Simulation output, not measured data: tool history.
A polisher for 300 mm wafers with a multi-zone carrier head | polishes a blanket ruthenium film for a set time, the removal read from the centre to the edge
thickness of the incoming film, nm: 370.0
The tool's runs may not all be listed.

| run | hour | flow of slurry (ml/min) | pressure of the head's centre zone | pressure of the head's middle zone | pressure of the head's edge zone | polishing time (s) | film removed at the wafer's centre (Å) | film removed at mid-radius (Å) | film removed at the wafer's edge (Å) |
|---|---|---|---|---|---|---|---|---|---|
| 1 | 0 | 145 | 1 | 1 | 1 | 76 | 818.92 | 837.22 | 831.78 |
| 2 | 5.8 | 145 | 1 | 1 | 1 | 86 | 932.97 | 961.6 | 931.3 |
| 3 | 8.5 | 145 | 1 | 1.06 | 1 | 86 | 925.05 | 1002.7 | 955.51 |
| 4 | 10.1 | 145 | 0.93 | 1.06 | 1 | 86 | 870.83 | 1019.4 | 919.52 |
| 5 | 12.7 | 165 | 0.93 | 1.06 | 1 | 86 | 878.67 | 1031.3 | 962.92 |
| 6 | 15.4 | 165 | 0.93 | 1.06 | 1 | 68 | 703.54 | 808.27 | 732.22 |
| 7 | 17.4 | 170 | 0.97 | 1.08 | 1 | 71 | 773.53 | 878.89 | 794.74 |
| 8 | 22.1 | 210 | 1.07 | 1.13 | 1.07 | 77 | 963.12 | 997.82 | 913.57 |

Expected results for the next run?
| 9 | 27.2 | 215 | 1.15 | 1.16 | 1.16 | 86 | ? | ? | ? |

Run 9 came out at film removed at the wafer's centre (Å) 1164.2, film removed at mid-radius (Å) 1158.9, film removed at the wafer's edge (Å) 1059.6.
